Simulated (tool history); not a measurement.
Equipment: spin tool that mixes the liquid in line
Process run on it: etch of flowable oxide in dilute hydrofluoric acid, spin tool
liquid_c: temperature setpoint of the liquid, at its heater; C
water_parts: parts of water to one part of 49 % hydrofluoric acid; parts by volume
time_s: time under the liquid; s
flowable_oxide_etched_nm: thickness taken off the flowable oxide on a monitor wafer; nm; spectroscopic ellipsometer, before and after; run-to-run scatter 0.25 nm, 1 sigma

run  hour  liquid_c  water_parts  time_s  flowable_oxide_etched_nm
  1   0.0      22.0          180     105                    25.020
  2   2.7      23.0          180     105                    25.785
  3   9.5      24.0          180     105                    27.107
  4  16.5      24.0          180     105                    26.840
  5  24.5      24.0          200     105                    24.072
  6  26.3      25.0          200     105                    24.786
  7  34.9      26.0          200     105                    25.598
  8  39.2      27.0          200     105                    26.297

Forecast run 9:
  9  40.6      27.5          200     105                         ?

Run 9 came out at flowable_oxide_etched_nm 27.135 nm.
